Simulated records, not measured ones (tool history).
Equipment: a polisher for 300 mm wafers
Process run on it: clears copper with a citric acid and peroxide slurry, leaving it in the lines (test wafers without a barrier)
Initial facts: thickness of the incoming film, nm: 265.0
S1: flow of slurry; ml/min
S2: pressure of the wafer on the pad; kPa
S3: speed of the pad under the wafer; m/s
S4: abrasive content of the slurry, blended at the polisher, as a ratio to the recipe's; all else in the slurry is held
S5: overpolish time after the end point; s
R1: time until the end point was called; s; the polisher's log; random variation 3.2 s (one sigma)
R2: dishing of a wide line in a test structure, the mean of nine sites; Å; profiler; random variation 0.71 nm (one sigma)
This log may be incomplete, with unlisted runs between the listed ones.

run,day,S1,S2,S3,S4,S5,R1,R2
1,0.000,285,25.5,0.84,1.0,30,124.30,369.27
2,0.042,285,22.8,0.82,1.0,33,140.97,365.18
3,0.388,285,20.0,0.82,1.0,33,155.55,320.87
4,0.467,285,20.0,0.66,1.0,33,184.42,300.49
5,0.729,285,20.0,0.86,1.0,33,153.13,331.76
6,1.100,285,20.0,0.86,1.1,33,146.59,345.85

Estimate the outcome of run 7 from the log above:
7,1.438,285,17.9,0.82,1.1,35,?,?

R1: 174.48 s
R2: 328.26 Å

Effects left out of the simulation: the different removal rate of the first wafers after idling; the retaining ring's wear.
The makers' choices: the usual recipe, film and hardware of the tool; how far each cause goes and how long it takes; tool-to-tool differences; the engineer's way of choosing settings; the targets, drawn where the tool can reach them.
